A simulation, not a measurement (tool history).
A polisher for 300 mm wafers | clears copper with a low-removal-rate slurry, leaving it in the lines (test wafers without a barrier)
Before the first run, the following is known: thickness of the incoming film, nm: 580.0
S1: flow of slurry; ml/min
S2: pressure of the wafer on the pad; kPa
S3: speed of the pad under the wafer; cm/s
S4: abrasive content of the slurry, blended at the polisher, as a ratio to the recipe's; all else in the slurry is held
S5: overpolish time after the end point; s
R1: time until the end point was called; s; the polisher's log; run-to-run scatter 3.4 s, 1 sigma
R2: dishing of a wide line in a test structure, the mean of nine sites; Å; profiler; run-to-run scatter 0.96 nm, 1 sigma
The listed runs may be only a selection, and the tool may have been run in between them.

Run 1, day 0.000: S1 310 ml/min, S2 24.1 kPa, S3 116 cm/s, S4 1.0, S5 21 s. Result: R1 111.83 s, R2 662.49 Å.
Run 2, day 0.138: S1 365 ml/min, S2 24.1 kPa, S3 116 cm/s, S4 1.0, S5 21 s. Result: R1 110.91 s, R2 691.09 Å.
Run 3, day 0.483: S1 365 ml/min, S2 20.7 kPa, S3 108 cm/s, S4 1.0, S5 22 s. Result: R1 139.30 s, R2 582.12 Å.
Run 4, day 0.767: S1 410 ml/min, S2 20.7 kPa, S3 108 cm/s, S4 1.0, S5 22 s. Result: R1 134.46 s, R2 598.54 Å.
Run 5, day 0.858: S1 405 ml/min, S2 17.9 kPa, S3 104 cm/s, S4 1.0, S5 24 s. Result: R1 165.26 s, R2 531.02 Å.
Run 6, day 1.192: S1 340 ml/min, S2 17.9 kPa, S3 104 cm/s, S4 1.0, S5 24 s. Result: R1 167.42 s, R2 555.82 Å.
Run 7, day 1.342: S1 340 ml/min, S2 17.9 kPa, S3 104 cm/s, S4 1.0, S5 24 s. Result: R1 160.35 s, R2 538.26 Å.
Run 8, day 1.492: S1 340 ml/min, S2 17.9 kPa, S3 104 cm/s, S4 1.0, S5 24 s. Result: R1 165.05 s, R2 548.69 Å.
Run 9, day 1.762: S1 340 ml/min, S2 15.9 kPa, S3 102 cm/s, S4 1.0, S5 25 s. Result: R1 186.28 s, R2 509.52 Å.

The next listed run, before its measurement:
Run 10, day 1.971: S1 340 ml/min, S2 11.0 kPa, S3 94 cm/s, S4 1.0, S5 29 s. Result: R1 ?, R2 ?.

R1: 292.42 s
R2: 384.76 Å
